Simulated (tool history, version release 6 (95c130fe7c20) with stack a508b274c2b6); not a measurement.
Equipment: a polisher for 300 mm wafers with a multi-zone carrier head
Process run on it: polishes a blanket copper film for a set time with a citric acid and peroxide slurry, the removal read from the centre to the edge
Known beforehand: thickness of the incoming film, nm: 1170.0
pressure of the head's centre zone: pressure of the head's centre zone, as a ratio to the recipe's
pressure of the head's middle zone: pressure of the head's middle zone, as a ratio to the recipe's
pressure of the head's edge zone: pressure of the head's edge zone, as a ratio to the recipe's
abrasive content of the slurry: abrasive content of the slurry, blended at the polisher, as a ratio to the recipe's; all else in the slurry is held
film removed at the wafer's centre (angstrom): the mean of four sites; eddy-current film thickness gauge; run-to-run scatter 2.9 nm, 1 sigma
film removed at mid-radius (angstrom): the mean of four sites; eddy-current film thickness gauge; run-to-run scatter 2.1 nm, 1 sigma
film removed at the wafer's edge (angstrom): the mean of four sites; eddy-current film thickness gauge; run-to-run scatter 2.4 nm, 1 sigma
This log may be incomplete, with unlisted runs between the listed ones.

| run | hour | flow of slurry (ml/min) | pressure of the head's centre zone | pressure of the head's middle zone | pressure of the head's edge zone | abrasive content of the slurry | polishing time (s) | film removed at the wafer's centre (angstrom) | film removed at mid-radius (angstrom) | film removed at the wafer's edge (angstrom) |
|---|---|---|---|---|---|---|---|---|---|---|
| 1 | 0 | 315 | 1 | 1 | 1 | 1 | 74 | 1909.8 | 1829.6 | 1856.6 |
| 2 | 3.3 | 320 | 1.04 | 1.01 | 1 | 1.05 | 74 | 2008 | 1901 | 1882.2 |
| 3 | 4.1 | 320 | 1.04 | 1.01 | 1 | 1.05 | 57 | 1534 | 1461.7 | 1500.7 |
| 4 | 9.8 | 320 | 1 | 1.01 | 1 | 1.05 | 57 | 1484.7 | 1489.5 | 1491.1 |
| 5 | 18.7 | 320 | 1.04 | 1.01 | 1 | 1.05 | 57 | 1545.4 | 1479.2 | 1491 |
| 6 | 22.8 | 320 | 1.04 | 1.01 | 1 | 0.95 | 57 | 1509 | 1412.6 | 1430.9 |
| 7 | 28 | 320 | 1.04 | 1.01 | 1 | 0.95 | 57 | 1519.1 | 1427.6 | 1431.6 |

What does the tool deliver on the next run?
| 8 | 29.5 | 330 | 1.08 | 1.01 | 0.98 | 1.05 | 61 | ? | ? | ? |

film removed at the wafer's centre (angstrom): 1711.8
film removed at mid-radius (angstrom): 1573.7
film removed at the wafer's edge (angstrom): 1579.8
